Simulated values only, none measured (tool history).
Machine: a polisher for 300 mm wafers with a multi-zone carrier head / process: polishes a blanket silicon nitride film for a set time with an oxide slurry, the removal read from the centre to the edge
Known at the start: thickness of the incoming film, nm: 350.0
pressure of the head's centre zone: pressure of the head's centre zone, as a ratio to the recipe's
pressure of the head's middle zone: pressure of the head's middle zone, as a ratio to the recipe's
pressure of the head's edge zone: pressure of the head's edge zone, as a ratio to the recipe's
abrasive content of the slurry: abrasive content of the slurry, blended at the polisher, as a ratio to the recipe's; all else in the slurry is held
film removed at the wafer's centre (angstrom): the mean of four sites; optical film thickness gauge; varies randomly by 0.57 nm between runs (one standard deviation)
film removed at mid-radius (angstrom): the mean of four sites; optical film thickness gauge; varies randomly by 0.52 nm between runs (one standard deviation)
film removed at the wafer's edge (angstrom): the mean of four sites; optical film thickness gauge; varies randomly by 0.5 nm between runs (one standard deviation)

run,hour,flow of slurry (ml/min),pressure of the head's centre zone,pressure of the head's middle zone,pressure of the head's edge zone,abrasive content of the slurry,polishing time (s),film removed at the wafer's centre (angstrom),film removed at mid-radius (angstrom),film removed at the wafer's edge (angstrom)
1,0,245,1,1,1,1,65,626.36,621.53,659.81
2,6.8,245,1,0.99,0.99,0.95,64,598.22,601.79,621.67
3,9.7,245,1,0.94,0.99,0.95,64,598.11,573.09,623.19
4,12.2,245,1,0.94,0.99,1.05,64,634.63,609.81,672.92
5,15.8,245,1,0.93,0.99,1,63,602.8,574.03,619.28
6,21.7,245,1,0.93,0.99,1,69,645.5,643.3,694.24
7,29.2,245,1,0.92,0.99,0.95,68,632.12,592.49,657.4
8,31.1,245,0.99,0.91,0.98,0.9,67,604.14,582.35,619.25
9,31.8,240,0.98,0.9,0.99,0.85,66,557.52,524.08,587.57

Run 10 comes next. What will it give?
10,32.6,235,0.97,0.89,0.98,0.8,66,?,?,?

film removed at the wafer's centre (angstrom): 513.71
film removed at mid-radius (angstrom): 499.02
film removed at the wafer's edge (angstrom): 561.35
